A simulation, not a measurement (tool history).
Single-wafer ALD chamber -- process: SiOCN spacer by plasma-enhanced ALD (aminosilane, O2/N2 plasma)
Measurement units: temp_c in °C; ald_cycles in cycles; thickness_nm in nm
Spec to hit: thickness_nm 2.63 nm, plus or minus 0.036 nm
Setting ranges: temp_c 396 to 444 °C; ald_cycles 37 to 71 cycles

run 1 day=0 | temp_c=420 ald_cycles=54 | thickness_nm=2.8595
run 2 day=0.158 | temp_c=412 ald_cycles=54 | thickness_nm=2.9396
run 3 day=0.3 | temp_c=405 ald_cycles=54 | thickness_nm=2.9995
run 4 day=0.508 | temp_c=401 ald_cycles=54 | thickness_nm=2.9998
run 5 day=0.854 | temp_c=404 ald_cycles=53 | thickness_nm=2.9447
run 6 day=0.992 | temp_c=408 ald_cycles=52 | thickness_nm=2.8566
run 7 day=1.225 | temp_c=411 ald_cycles=52 | thickness_nm=2.8343
run 8 day=1.475 | temp_c=414 ald_cycles=52 | thickness_nm=2.8116
run 9 day=1.725 | temp_c=417 ald_cycles=52 | thickness_nm=2.7902
-- day=1.838 thermocouple changed; heater temperature recalibrated
run 10 day=1.838 | temp_c=419 ald_cycles=52 | thickness_nm=2.7278
run 11 day=2.025 | temp_c=420 ald_cycles=52 | thickness_nm=2.7206
run 12 day=2.217 | temp_c=421 ald_cycles=52 | thickness_nm=2.7088
run 13 day=2.338 | temp_c=422 ald_cycles=52 | thickness_nm=2.6877
run 14 day=2.633 | temp_c=423 ald_cycles=52 | thickness_nm=2.6803
run 15 day=2.95 | temp_c=424 ald_cycles=52 | thickness_nm=2.6746
run 16 day=2.979 | temp_c=425 ald_cycles=52 | thickness_nm=2.6711

4 candidate next runs follow, results not yet known. Just one meets every target within its allowed miss. Identify it.
run A day=3.008 | temp_c=433 ald_cycles=56 | thickness_nm=?
run B day=3.008 | temp_c=429 ald_cycles=54 | thickness_nm=?
run C day=3.008 | temp_c=430 ald_cycles=52 | thickness_nm=?
run D day=3.008 | temp_c=421 ald_cycles=52 | thickness_nm=?

move=A thickness_nm=2.7997
move=B thickness_nm=2.741
move=C thickness_nm=2.6295
move=D thickness_nm=2.7189
A: moves away from the targets compared with the last run
B: moves away from the targets compared with the last run
C: all results in spec
D: moves away from the targets compared with the last run
So the answer is move C, the one that meets all the targets.

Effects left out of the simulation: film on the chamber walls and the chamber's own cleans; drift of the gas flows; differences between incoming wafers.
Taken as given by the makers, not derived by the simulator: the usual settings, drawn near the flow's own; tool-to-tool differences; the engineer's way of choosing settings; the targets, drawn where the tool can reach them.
